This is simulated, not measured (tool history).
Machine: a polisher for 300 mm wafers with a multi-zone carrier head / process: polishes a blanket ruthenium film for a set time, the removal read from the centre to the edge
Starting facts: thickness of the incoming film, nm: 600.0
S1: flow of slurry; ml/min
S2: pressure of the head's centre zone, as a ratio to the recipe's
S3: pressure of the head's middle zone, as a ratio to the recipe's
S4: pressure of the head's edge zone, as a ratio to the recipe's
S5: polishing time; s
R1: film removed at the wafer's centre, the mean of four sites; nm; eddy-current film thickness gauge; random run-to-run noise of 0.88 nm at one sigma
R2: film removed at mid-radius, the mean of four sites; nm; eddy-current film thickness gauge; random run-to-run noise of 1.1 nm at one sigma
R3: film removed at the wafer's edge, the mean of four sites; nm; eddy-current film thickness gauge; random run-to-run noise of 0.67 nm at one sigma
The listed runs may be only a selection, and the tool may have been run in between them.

run,hour,S1,S2,S3,S4,S5,R1,R2,R3
1,0.0,255,1.00,1.00,1.00,64,81.946,81.257,82.438
2,1.6,255,0.98,1.02,0.97,62,78.782,79.867,78.883
3,3.7,255,0.95,1.04,0.95,60,73.897,78.003,74.733
4,12.2,280,0.95,1.04,0.95,60,74.095,81.080,74.072
5,16.1,280,0.95,1.11,0.95,60,74.333,81.810,73.678
6,21.6,275,0.93,1.11,0.94,59,72.271,82.550,72.174

Expected results for the next run?
7,23.5,265,0.87,1.05,0.92,54,?,?,?

R1: 62.141 nm
R2: 71.658 nm
R3: 65.340 nm
